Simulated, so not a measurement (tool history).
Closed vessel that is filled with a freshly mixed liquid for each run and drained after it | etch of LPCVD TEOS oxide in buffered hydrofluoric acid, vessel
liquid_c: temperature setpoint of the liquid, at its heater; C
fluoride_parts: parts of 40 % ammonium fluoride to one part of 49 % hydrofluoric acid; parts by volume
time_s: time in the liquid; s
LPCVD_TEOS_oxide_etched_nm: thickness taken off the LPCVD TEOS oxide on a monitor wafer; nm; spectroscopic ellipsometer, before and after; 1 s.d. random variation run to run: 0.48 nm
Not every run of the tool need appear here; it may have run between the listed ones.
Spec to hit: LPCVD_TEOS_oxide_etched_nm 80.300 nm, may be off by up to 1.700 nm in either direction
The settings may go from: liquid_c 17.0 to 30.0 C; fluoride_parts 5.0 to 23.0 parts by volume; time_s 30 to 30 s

| run | hour | liquid_c | fluoride_parts | time_s | LPCVD_TEOS_oxide_etched_nm |
|---|---|---|---|---|---|
| 1 | 0.0 | 22.0 | 14.0 | 30 | 38.310 |
| 2 | 1.4 | 22.0 | 14.0 | 30 | 37.584 |
| 3 | 2.1 | 20.0 | 14.0 | 30 | 33.645 |
| 4 | 8.1 | 20.0 | 15.5 | 30 | 30.795 |
| 5 | 15.0 | 22.5 | 14.0 | 30 | 38.844 |
| 6 | 23.0 | 22.5 | 17.0 | 30 | 32.132 |
| 7 | 28.0 | 24.5 | 15.0 | 30 | 40.553 |
| 8 | 29.4 | 26.0 | 13.5 | 30 | 48.944 |
| 9 | 36.5 | 27.0 | 12.5 | 30 | 55.586 |
| 10 | 41.2 | 27.0 | 12.5 | 30 | 56.006 |
| 11 | 43.2 | 28.0 | 11.5 | 30 | 63.718 |
| 12 | 44.6 | 30.0 | 9.5 | 30 | 84.241 |

Next run, 4 choices. One meets every target within its allowed miss, the rest don't. Which?
| A | 46.0 | 28.5 | 8.0 | 30 | ? |
| B | 46.0 | 27.5 | 8.5 | 30 | ? |
| C | 46.0 | 27.0 | 7.5 | 30 | ? |
| D | 46.0 | 29.0 | 8.0 | 30 | ? |

| move | LPCVD_TEOS_oxide_etched_nm |
|---|---|
| A | 90.367 |
| B | 80.251 |
| C | 89.470 |
| D | 92.785 |
A: misses by more than the last run did
B: meets every target
C: misses by more than the last run did
D: misses by more than the last run did
Move B is the one to make.
